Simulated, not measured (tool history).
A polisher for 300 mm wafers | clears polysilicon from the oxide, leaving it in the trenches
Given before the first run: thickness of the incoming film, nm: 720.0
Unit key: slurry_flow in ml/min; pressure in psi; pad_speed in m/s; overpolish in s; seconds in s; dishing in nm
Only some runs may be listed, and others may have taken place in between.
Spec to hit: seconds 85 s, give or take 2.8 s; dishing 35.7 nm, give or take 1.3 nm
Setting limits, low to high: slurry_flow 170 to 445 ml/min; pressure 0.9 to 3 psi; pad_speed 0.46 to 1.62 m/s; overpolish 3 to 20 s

Run 1, hour 0: slurry_flow 285 ml/min, pressure 1.9 psi, pad_speed 1.04 m/s, overpolish 10 s. Result: seconds 70.355 s, dishing 34.106 nm.
Run 2, hour 4.4: slurry_flow 285 ml/min, pressure 2.2 psi, pad_speed 1.04 m/s, overpolish 10 s. Result: seconds 65.272 s, dishing 34.527 nm.
Run 3, hour 13.4: slurry_flow 340 ml/min, pressure 2.2 psi, pad_speed 1.04 m/s, overpolish 10 s. Result: seconds 64.254 s, dishing 35.132 nm.
Run 4, hour 22.1: slurry_flow 340 ml/min, pressure 2.2 psi, pad_speed 0.94 m/s, overpolish 10 s. Result: seconds 69.927 s, dishing 34.982 nm.
Run 5, hour 22.9: slurry_flow 345 ml/min, pressure 2 psi, pad_speed 0.94 m/s, overpolish 11 s. Result: seconds 74.738 s, dishing 35.1 nm.
Run 6, hour 28.9: slurry_flow 405 ml/min, pressure 2 psi, pad_speed 0.94 m/s, overpolish 11 s. Result: seconds 71.48 s, dishing 34.266 nm.
Run 7, hour 37.7: slurry_flow 375 ml/min, pressure 1.9 psi, pad_speed 0.94 m/s, overpolish 12 s. Result: seconds 74.984 s, dishing 34.941 nm.
Run 8, hour 44.2: slurry_flow 360 ml/min, pressure 1.8 psi, pad_speed 0.94 m/s, overpolish 13 s. Result: seconds 76.958 s, dishing 35.444 nm.
Run 9, hour 48.6: slurry_flow 355 ml/min, pressure 1.7 psi, pad_speed 0.94 m/s, overpolish 14 s. Result: seconds 79.351 s, dishing 35.899 nm.

Which single option among these 4 for the next run brings every result within its allowed miss of target? Just one does.
Run A, hour 53: slurry_flow 435 ml/min, pressure 2 psi, pad_speed 0.76 m/s, overpolish 14 s. Result: seconds ?, dishing ?.
Run B, hour 53: slurry_flow 395 ml/min, pressure 2 psi, pad_speed 0.9 m/s, overpolish 11 s. Result: seconds ?, dishing ?.
Run C, hour 53: slurry_flow 355 ml/min, pressure 2.1 psi, pad_speed 0.96 m/s, overpolish 12 s. Result: seconds ?, dishing ?.
Run D, hour 53: slurry_flow 350 ml/min, pressure 1.6 psi, pad_speed 1 m/s, overpolish 14 s. Result: seconds ?, dishing ?.

move  seconds  dishing
   A   83.978   35.168
   B   74.581   34.477
   C   69.396   35.342
   D   79.061   35.448
A: every result lands within tolerance
B: moves away from the targets compared with the last run
C: moves away from the targets compared with the last run
D: moves away from the targets compared with the last run
A is the move that brings every result within its allowed miss.
